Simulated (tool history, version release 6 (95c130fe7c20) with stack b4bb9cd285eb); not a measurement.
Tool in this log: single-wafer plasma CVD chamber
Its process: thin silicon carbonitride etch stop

run  hour  RF power (W)  deposition time (s)  mean film thickness on the monitor wafer (Å)
  1     0           240                 10.5                                        62.114
  2   1.5           250                 10.7                                        63.902
  3   2.7           255                 10.9                                         65.73
  4   8.3           265                 10.9                                        66.148
  5   9.9           270                 11.1                                        67.671
  6  16.4           275                 11.2                                        67.829
  7  20.3           275                 11.4                                        69.544
  8  28.4           280                 11.5                                         70.73
  9  33.5           280                 11.6                                         71.12
 10  38.1           280                 11.6                                        70.996
 11    42           280                 11.7                                        71.765
 12  45.1           280                 11.8                                        72.072

What does the tool deliver on the next run?
 13  52.2           285                 11.8                                             ?

Run 13 produced mean film thickness on the monitor wafer (Å) 73.112.

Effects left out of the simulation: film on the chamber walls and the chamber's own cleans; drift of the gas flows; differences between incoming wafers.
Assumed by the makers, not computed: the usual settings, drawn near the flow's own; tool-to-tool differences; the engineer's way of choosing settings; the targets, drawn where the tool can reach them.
